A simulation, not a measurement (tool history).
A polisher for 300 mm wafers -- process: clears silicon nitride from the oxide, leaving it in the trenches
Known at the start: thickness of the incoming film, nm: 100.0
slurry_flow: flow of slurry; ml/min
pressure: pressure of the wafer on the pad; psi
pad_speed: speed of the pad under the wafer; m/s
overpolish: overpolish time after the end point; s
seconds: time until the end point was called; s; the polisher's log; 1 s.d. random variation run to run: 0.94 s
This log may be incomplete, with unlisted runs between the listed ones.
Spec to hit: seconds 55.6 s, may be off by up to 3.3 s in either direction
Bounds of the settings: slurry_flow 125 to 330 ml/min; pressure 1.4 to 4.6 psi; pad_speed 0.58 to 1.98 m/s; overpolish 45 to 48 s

run    day  slurry_flow  pressure  pad_speed  overpolish  seconds
  1      0          210         3       1.28          45   89.954
  2  0.121          165         3       1.28          45   97.781
  3  0.238          175       3.2       1.28          45   88.212
  4  0.317          140       3.2       1.28          45   93.408
  5  0.342          150       3.4       1.28          45   85.414
  6   0.55          150       3.1       1.28          45   92.532
  7  0.708          150       3.3        1.3          45    86.57
  8  1.083          155       4.1       1.42          45    64.31
  9  1.221          155       4.2       1.42          45   63.911
 10  1.375          155       4.3       1.42          45   62.028
     1.429  -- worn pad replaced by a new one
 11  1.429          160       4.5       1.44          45   50.028
 12   1.75          155       4.5       1.44          45   52.252

Of the 4 settings listed for the next run, only one would bring every result within its allowed miss of target. Which one?
  A  2.071          190       4.5       1.46          48        ?
  B  2.071          190       4.6        1.5          48        ?
  C  2.071          150       4.5       1.52          45        ?
  D  2.071          125       4.2        1.5          48        ?

move  seconds
   A   48.892
   B   46.607
   C   48.346
   D    53.67
A: misses by more than the last run did
B: misses by more than the last run did
C: misses by more than the last run did
D: every result lands within tolerance
D is the move that brings every result within its allowed miss.

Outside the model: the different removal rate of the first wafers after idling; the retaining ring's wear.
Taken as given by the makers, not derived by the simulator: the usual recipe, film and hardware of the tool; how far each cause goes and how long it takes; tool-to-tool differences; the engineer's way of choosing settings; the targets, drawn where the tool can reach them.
